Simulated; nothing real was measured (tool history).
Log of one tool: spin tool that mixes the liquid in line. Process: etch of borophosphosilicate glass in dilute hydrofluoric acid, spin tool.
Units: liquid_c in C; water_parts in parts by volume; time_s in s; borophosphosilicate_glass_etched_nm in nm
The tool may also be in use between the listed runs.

run,hour,liquid_c,water_parts,time_s,borophosphosilicate_glass_etched_nm
1,0.0,21.0,255,160,20.556
2,3.1,21.0,290,160,17.400
3,7.4,23.5,270,160,20.878
4,11.9,23.5,210,160,28.420
5,18.9,24.5,210,160,29.675
6,22.0,23.5,210,160,28.577
7,22.6,24.5,210,160,29.677

What will run 8 give?
8,30.6,25.5,210,160,?

Logged for run 8: borophosphosilicate_glass_etched_nm 30.685 nm.
